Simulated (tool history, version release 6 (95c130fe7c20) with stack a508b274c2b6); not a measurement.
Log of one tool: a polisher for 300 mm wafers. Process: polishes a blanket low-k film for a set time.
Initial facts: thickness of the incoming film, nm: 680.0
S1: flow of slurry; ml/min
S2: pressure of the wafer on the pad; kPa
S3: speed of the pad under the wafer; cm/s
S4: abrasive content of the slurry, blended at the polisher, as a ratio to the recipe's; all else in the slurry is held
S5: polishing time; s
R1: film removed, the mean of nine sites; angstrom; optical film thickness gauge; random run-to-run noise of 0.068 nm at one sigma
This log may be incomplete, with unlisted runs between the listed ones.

{"run": 1, "hour": 0.0, "S1": 255, "S2": 11, "S3": 78, "S4": 1, "S5": 43, "R1": 139.39}
{"run": 2, "hour": 5.4, "S1": 255, "S2": 11, "S3": 78, "S4": 0.8, "S5": 43, "R1": 117.72}
{"run": 3, "hour": 13.9, "S1": 215, "S2": 11, "S3": 78, "S4": 0.8, "S5": 43, "R1": 115.8}
{"run": 4, "hour": 21.1, "S1": 155, "S2": 11, "S3": 78, "S4": 0.8, "S5": 43, "R1": 111.48}
{"run": 5, "hour": 22.9, "S1": 155, "S2": 11, "S3": 78, "S4": 0.8, "S5": 45, "R1": 116.93}
{"run": 6, "hour": 27.1, "S1": 155, "S2": 11, "S3": 78, "S4": 0.8, "S5": 43, "R1": 110.6}
{"run": 7, "hour": 31.3, "S1": 155, "S2": 10.3, "S3": 78, "S4": 0.8, "S5": 43, "R1": 105.79}
{"run": 8, "hour": 37.5, "S1": 155, "S2": 9.7, "S3": 78, "S4": 0.8, "S5": 43, "R1": 99.863}

Run 9 has not been measured yet. What should we expect?
{"run": 9, "hour": 43.0, "S1": 155, "S2": 6.9, "S3": 78, "S4": 0.8, "S5": 43, "R1": "?"}

R1: 75.639 angstrom
